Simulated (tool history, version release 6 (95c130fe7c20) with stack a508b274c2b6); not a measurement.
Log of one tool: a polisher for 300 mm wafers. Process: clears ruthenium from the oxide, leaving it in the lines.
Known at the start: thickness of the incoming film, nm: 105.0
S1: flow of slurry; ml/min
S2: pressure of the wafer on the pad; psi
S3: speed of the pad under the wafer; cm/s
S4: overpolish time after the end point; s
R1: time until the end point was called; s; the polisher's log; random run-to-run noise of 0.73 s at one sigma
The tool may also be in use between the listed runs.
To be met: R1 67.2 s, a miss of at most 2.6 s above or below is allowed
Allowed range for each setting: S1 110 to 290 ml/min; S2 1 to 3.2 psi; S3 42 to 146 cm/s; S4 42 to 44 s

run	day	S1	S2	S3	S4	R1
1	0	185	2.1	94	42	101.79
2	0.071	185	2.3	94	42	95.474
3	0.396	185	2.5	94	42	86.396
4	0.708	185	2.6	94	42	84.058
5	1.004	185	2.6	94	42	84.191
6	1.104	185	2.6	94	42	85.315
7	1.312	185	2.7	94	42	82.262
8	1.492	185	2.7	94	42	80.637
9	1.792	185	2.8	94	42	77.162
10	1.921	185	2.9	94	42	77.441
11	2.292	185	3	94	42	72.983
12	2.404	190	3.1	94	42	70.639
13	2.538	190	3.1	94	42	71.549

4 next moves are on the table. One of them brings every result within its allowed miss. Which?
A	2.671	215	2.7	116	44	?
B	2.671	175	2.8	102	42	?
C	2.671	165	3.1	90	42	?
D	2.671	185	3.2	88	42	?

move	R1
A	67.606
B	74.999
C	76.252
D	73.931
A: each result inside its tolerance
B: the biggest miss grows against the last run
C: the biggest miss grows against the last run
D: the biggest miss grows against the last run
Move A is the one to make.
